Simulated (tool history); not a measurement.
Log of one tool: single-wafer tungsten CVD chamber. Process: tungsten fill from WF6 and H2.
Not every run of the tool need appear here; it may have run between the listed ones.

run	hour	heater temperature setpoint (°C)	chamber pressure (Pa)	deposition time (s)	mean film thickness on the monitor wafer (Å)
1	0.0	380	4786	20.1	432.68
2	6.0	380	5426	20.1	452.47
3	9.1	380	5426	20.8	467.49
4	12.2	380	5426	20.8	469.65
5	17.7	381	5426	20.8	473.47
6	22.5	390	5426	20.8	554.44
7	27.1	389	5413	20.8	544.68
8	28.2	388	5400	20.8	537.09
9	31.8	387	5400	20.8	531.80
10	39.6	386	5400	20.8	522.37

What does the tool deliver on the next run?
11	45.0	385	5400	20.8	?

{"run 11": {"mean film thickness on the monitor wafer (Å)": 508.85}}
